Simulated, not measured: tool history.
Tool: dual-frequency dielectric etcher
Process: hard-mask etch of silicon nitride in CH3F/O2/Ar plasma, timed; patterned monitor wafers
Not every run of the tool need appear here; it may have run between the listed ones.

run,hour,source power (W),bias power (W),etch time (s),mean etch depth across the wafer (nm)
1,0.0,490,80,247.5,195.32
2,5.3,460,79,247.5,189.81
3,12.0,440,78,247.5,188.63
4,18.3,440,87,247.5,194.32
5,22.4,480,87,247.5,202.61
6,30.5,480,87,247.5,200.80

Run 7 comes next. What will it give?
# hour 31.6: wet clean of the chamber
7,31.6,480,87,247.5,?

mean etch depth across the wafer (nm): 207.57
